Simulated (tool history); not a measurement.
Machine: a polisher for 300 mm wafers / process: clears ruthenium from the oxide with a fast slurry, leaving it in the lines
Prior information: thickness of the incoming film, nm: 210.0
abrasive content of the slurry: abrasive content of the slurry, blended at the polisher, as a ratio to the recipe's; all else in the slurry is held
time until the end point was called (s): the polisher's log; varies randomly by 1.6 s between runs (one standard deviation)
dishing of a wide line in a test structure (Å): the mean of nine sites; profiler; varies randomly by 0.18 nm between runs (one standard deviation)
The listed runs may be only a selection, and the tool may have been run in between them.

run,hour,flow of slurry (ml/min),pressure of the wafer on the pad (psi),speed of the pad under the wafer (m/s),abrasive content of the slurry,overpolish time after the end point (s),time until the end point was called (s),dishing of a wide line in a test structure (Å)
1,0,265,2.1,0.82,1,11,73.334,231.03
2,9,265,1.9,0.82,1,9,82.132,177.96
3,16.3,265,1.8,0.82,1,7,84.929,133
4,19.6,265,1.7,0.82,1,7,86.715,125.48
5,22.9,265,1.7,0.82,1,10,88.989,184.71
6,27.1,295,1.7,0.82,1,10,88.461,183.43
7,30.7,295,1.6,0.82,1,9,91.637,160.55

For run 8, what comes out?
8,35.1,295,1.5,0.82,1,8,?,?

{"run 8": {"time until the end point was called (s)": 93.27, "dishing of a wide line in a test structure (Å)": 137.51}}
